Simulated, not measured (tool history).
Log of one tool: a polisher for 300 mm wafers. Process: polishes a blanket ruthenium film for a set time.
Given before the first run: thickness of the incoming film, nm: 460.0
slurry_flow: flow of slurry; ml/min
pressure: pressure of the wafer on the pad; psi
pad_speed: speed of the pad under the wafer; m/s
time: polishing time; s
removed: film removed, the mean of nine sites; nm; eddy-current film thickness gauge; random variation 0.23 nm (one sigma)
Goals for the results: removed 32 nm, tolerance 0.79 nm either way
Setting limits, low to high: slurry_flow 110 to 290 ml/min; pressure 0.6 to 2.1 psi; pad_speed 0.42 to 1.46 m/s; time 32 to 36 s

| run | hour | slurry_flow | pressure | pad_speed | time | removed |
|---|---|---|---|---|---|---|
| 1 | 0 | 185 | 1.3 | 0.94 | 36 | 26.647 |
| 2 | 2.9 | 190 | 1.3 | 0.94 | 36 | 26.705 |
| 3 | 3.6 | 195 | 1.3 | 0.94 | 36 | 26.727 |
| 4 | 11.2 | 200 | 1.3 | 0.94 | 36 | 27.353 |
| 5 | 18.7 | 215 | 1.3 | 0.94 | 36 | 27.062 |
| 6 | 20.8 | 215 | 1.3 | 0.94 | 36 | 27.458 |
| 7 | 21.9 | 225 | 1.3 | 0.94 | 36 | 27.378 |
| 8 | 30.5 | 230 | 1.4 | 0.94 | 36 | 29.231 |

Which of these 5 next moves meets every target?
| A | 39.1 | 250 | 1.8 | 0.84 | 34 | ? |
| B | 39.1 | 240 | 1.2 | 1.1 | 34 | ? |
| C | 39.1 | 185 | 2 | 0.62 | 33 | ? |
| D | 39.1 | 180 | 1.8 | 0.92 | 34 | ? |
| E | 39.1 | 245 | 1.4 | 0.86 | 34 | ? |

| move | removed |
|---|---|
| A | 32.046 |
| B | 27.932 |
| C | 24.796 |
| D | 33.558 |
| E | 25.601 |
A: hits every target within its allowed miss
B: moves away from the targets compared with the last run
C: moves away from the targets compared with the last run
D: takes the result that was furthest off past its target
E: moves away from the targets compared with the last run
So the answer is move A, the one that meets all the targets.
